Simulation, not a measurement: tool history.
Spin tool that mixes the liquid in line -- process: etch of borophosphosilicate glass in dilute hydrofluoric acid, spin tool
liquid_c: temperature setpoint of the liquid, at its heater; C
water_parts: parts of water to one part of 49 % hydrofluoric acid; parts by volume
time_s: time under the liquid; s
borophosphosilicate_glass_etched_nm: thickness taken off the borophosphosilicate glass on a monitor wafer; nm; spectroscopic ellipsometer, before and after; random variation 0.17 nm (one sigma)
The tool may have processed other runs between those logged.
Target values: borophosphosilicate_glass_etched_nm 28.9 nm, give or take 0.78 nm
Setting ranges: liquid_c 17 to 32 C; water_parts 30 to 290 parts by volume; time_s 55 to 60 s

run  hour  liquid_c  water_parts  time_s  borophosphosilicate_glass_etched_nm
  1     0        24          160      55                               23.019
  2     4      25.5          160      55                                24.16
  3   4.5        27          160      55                               25.926
  4  10.2        27          110      55                               40.037
  5  13.3        27           85      55                               53.112
  6  22.1      30.5           85      55                               60.375
  7  25.3      26.5           90      55                               49.023
  8  30.5      23.5           95      55                               40.628
  9  34.1      21.5          100      55                               35.521
 10  39.8      21.5          100      55                               35.585
 11    46      17.5          110      55                               27.074
 12  49.2        18          110      55                               27.782

Which one of the following 4 next-run settings gets every result inside its allowed miss? There is exactly one.
  A  52.4      17.5          105      55                                    ?
  B  52.4      17.5          120      60                                    ?
  C  52.4        17          110      55                                    ?
  D  52.4        19          115      55                                    ?

move  borophosphosilicate_glass_etched_nm
   A                               28.462
   B                               26.728
   C                               26.463
   D                               27.341
A: hits every target within its allowed miss
B: its largest miss is bigger than the last run's
C: its largest miss is bigger than the last run's
D: its largest miss is bigger than the last run's
A meets every target.
